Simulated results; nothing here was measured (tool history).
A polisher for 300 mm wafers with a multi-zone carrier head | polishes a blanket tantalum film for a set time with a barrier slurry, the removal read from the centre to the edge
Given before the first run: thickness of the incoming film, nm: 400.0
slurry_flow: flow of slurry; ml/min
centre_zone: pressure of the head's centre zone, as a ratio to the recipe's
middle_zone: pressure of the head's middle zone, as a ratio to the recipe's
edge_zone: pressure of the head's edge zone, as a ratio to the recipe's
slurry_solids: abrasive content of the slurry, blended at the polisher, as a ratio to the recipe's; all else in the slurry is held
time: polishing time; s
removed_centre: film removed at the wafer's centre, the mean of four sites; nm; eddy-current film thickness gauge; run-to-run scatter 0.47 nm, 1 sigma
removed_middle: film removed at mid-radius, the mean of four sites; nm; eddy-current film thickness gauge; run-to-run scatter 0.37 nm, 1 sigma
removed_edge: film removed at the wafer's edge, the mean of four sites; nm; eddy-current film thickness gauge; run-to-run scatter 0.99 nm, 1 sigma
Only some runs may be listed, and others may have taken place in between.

Run 1, day 0.000: slurry_flow 165 ml/min, centre_zone 1.00, middle_zone 1.00, edge_zone 1.00, slurry_solids 1.00, time 54 s. Result: removed_centre 110.850 nm, removed_middle 112.210 nm, removed_edge 113.480 nm.
Run 2, day 0.312: slurry_flow 155 ml/min, centre_zone 0.99, middle_zone 0.97, edge_zone 1.00, slurry_solids 0.90, time 51 s. Result: removed_centre 101.200 nm, removed_middle 99.609 nm, removed_edge 103.350 nm.
Run 3, day 0.679: slurry_flow 155 ml/min, centre_zone 0.99, middle_zone 0.97, edge_zone 1.00, slurry_solids 0.90, time 40 s. Result: removed_centre 78.952 nm, removed_middle 77.357 nm, removed_edge 80.988 nm.
Run 4, day 0.804: slurry_flow 150 ml/min, centre_zone 0.97, middle_zone 0.95, edge_zone 1.00, slurry_solids 0.85, time 40 s. Result: removed_centre 75.994 nm, removed_middle 75.077 nm, removed_edge 80.380 nm.
Run 5, day 1.129: slurry_flow 150 ml/min, centre_zone 0.97, middle_zone 0.91, edge_zone 1.00, slurry_solids 0.85, time 40 s. Result: removed_centre 75.662 nm, removed_middle 72.871 nm, removed_edge 79.767 nm.
Run 6, day 1.242: slurry_flow 145 ml/min, centre_zone 0.96, middle_zone 0.89, edge_zone 1.00, slurry_solids 0.80, time 40 s. Result: removed_centre 74.029 nm, removed_middle 69.206 nm, removed_edge 77.783 nm.
Run 7, day 1.488: slurry_flow 140 ml/min, centre_zone 0.95, middle_zone 0.88, edge_zone 1.00, slurry_solids 0.75, time 40 s. Result: removed_centre 70.708 nm, removed_middle 66.311 nm, removed_edge 77.954 nm.
Run 8, day 1.758: slurry_flow 115 ml/min, centre_zone 0.91, middle_zone 0.81, edge_zone 0.90, slurry_solids 0.60, time 39 s. Result: removed_centre 59.283 nm, removed_middle 54.955 nm, removed_edge 64.481 nm.
Run 9, day 2.096: slurry_flow 120 ml/min, centre_zone 0.91, middle_zone 0.81, edge_zone 0.91, slurry_solids 0.60, time 39 s. Result: removed_centre 59.276 nm, removed_middle 54.976 nm, removed_edge 65.431 nm.

Forecast run 10:
Run 10, day 2.392: slurry_flow 160 ml/min, centre_zone 0.91, middle_zone 0.82, edge_zone 0.96, slurry_solids 0.65, time 39 s. Result: removed_centre ?, removed_middle ?, removed_edge ?.

removed_centre: 65.179 nm
removed_middle: 60.496 nm
removed_edge: 71.463 nm
